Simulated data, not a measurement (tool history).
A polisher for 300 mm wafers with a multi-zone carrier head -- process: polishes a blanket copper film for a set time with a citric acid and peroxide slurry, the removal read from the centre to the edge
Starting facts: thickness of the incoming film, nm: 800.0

| run | hour | flow of slurry (ml/min) | pressure of the head's centre zone | pressure of the head's middle zone | pressure of the head's edge zone | abrasive content of the slurry | polishing time (s) | film removed at the wafer's centre (nm) | film removed at mid-radius (nm) | film removed at the wafer's edge (nm) |
|---|---|---|---|---|---|---|---|---|---|---|
| 1 | 0.0 | 310 | 1.00 | 1.00 | 1.00 | 1.00 | 80 | 183.35 | 187.30 | 189.81 |
| 2 | 1.3 | 310 | 1.00 | 1.04 | 1.00 | 1.00 | 80 | 186.27 | 191.12 | 186.97 |
| 3 | 5.8 | 310 | 1.00 | 1.04 | 1.00 | 0.90 | 80 | 187.13 | 188.13 | 183.74 |
| 4 | 7.7 | 365 | 1.00 | 1.04 | 1.00 | 0.90 | 80 | 184.81 | 192.14 | 185.64 |
| 5 | 8.5 | 365 | 1.01 | 1.04 | 1.03 | 1.00 | 81 | 201.46 | 194.24 | 195.18 |
| 6 | 13.8 | 365 | 0.99 | 1.05 | 1.04 | 1.10 | 82 | 196.40 | 211.80 | 201.24 |
| 7 | 22.6 | 365 | 0.99 | 1.04 | 1.07 | 1.15 | 82 | 200.97 | 206.69 | 206.45 |
| 8 | 30.9 | 365 | 0.99 | 1.04 | 1.09 | 1.20 | 82 | 195.22 | 207.29 | 209.19 |
| 9 | 33.6 | 365 | 0.99 | 1.04 | 1.09 | 1.20 | 82 | 200.67 | 207.10 | 209.08 |

Forecast run 10:
| 10 | 39.7 | 370 | 0.99 | 1.04 | 1.11 | 1.25 | 82 | ? | ? | ? |

film removed at the wafer's centre (nm): 201.75
film removed at mid-radius (nm): 208.56
film removed at the wafer's edge (nm): 214.57
